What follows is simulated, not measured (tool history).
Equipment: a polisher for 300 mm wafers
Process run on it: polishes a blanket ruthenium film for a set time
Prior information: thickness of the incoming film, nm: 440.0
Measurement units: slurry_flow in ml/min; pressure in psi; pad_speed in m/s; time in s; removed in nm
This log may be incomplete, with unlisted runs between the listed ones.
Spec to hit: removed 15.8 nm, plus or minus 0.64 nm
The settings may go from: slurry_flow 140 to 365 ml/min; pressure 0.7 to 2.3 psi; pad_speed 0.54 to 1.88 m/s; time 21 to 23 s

run,hour,slurry_flow,pressure,pad_speed,time,removed
1,0,235,1.5,1.2,23,25.381
2,6.3,235,1.3,1.18,23,22.308
3,9,235,1.3,1,23,19.287
4,10.7,180,1.3,1,23,18.424
5,19.5,180,1.3,1.16,23,21.241
6,26.2,200,1.3,1.16,23,21.533
7,34.8,200,1.2,1.16,23,20.721
8,39.6,200,1.1,1.14,23,19.154
9,40.3,200,1,1.14,23,18.124
10,44.1,200,0.9,1.14,23,16.499

Exactly one of the 4 candidate moves below puts every result within its allowed miss. Which one?
A,47.9,210,1.1,1.04,23,?
B,47.9,275,0.8,1.08,23,?
C,47.9,205,0.8,1.02,23,?
D,47.9,210,0.8,1.1,22,?

move,removed
A,17.744
B,15.733
C,14.402
D,14.807
A: further off than the last run
B: meets every target
C: takes the result that was furthest off past its target
D: takes the result that was furthest off past its target
So the answer is move B, the one that meets all the targets.
